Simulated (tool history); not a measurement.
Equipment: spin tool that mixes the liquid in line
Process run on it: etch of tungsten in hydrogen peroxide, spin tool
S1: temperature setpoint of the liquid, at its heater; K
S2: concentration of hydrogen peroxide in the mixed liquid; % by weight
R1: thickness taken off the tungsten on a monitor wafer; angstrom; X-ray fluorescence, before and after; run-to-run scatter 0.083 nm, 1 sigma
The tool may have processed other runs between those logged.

Run 1, day 0: S1 321.15 K, S2 20 % by weight, time under the liquid (s) 15. Result: R1 151.37 angstrom.
Run 2, day 0.288: S1 319.65 K, S2 20 % by weight, time under the liquid (s) 15. Result: R1 137.01 angstrom.
Run 3, day 0.6: S1 318.65 K, S2 20 % by weight, time under the liquid (s) 15. Result: R1 129.1 angstrom.
Run 4, day 0.696: S1 317.65 K, S2 20 % by weight, time under the liquid (s) 15. Result: R1 119.64 angstrom.
Run 5, day 0.717: S1 317.15 K, S2 20 % by weight, time under the liquid (s) 15. Result: R1 118.23 angstrom.
Run 6, day 0.833: S1 317.15 K, S2 20 % by weight, time under the liquid (s) 15. Result: R1 117.33 angstrom.

For run 7, what comes out?
Run 7, day 1.171: S1 316.65 K, S2 20 % by weight, time under the liquid (s) 15. Result: R1 ?.

{"run 7": {"R1": 113.17}}
